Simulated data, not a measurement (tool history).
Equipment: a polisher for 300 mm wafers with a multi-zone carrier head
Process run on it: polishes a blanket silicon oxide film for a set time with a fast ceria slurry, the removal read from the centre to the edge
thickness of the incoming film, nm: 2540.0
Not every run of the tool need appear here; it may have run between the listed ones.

run,hour,flow of slurry (ml/min),pressure of the head's centre zone,pressure of the head's middle zone,pressure of the head's edge zone,polishing time (s),film removed at the wafer's centre (Å),film removed at mid-radius (Å),film removed at the wafer's edge (Å)
1,0.0,125,1.00,1.00,1.00,73,9809.5,9591.1,9725.4
2,2.1,125,1.00,0.95,1.00,73,9633.0,9309.3,9746.3
3,5.2,125,1.00,0.95,1.08,73,9721.5,9289.2,10137.0
4,9.4,115,0.96,0.94,1.05,72,8871.2,8984.2,9733.0
5,14.2,110,0.94,0.93,1.02,71,8337.5,8579.8,9202.4
6,17.8,105,0.92,0.93,1.01,71,8252.1,8651.2,9198.6
7,24.8,100,0.90,0.92,1.00,70,7721.9,8051.4,9228.1

Predict the results of run 8:
8,27.2,100,0.89,0.94,0.98,69,?,?,?

For run 8 the tool returned film removed at the wafer's centre (Å) 7575.4, film removed at mid-radius (Å) 8190.8, film removed at the wafer's edge (Å) 8865.9.

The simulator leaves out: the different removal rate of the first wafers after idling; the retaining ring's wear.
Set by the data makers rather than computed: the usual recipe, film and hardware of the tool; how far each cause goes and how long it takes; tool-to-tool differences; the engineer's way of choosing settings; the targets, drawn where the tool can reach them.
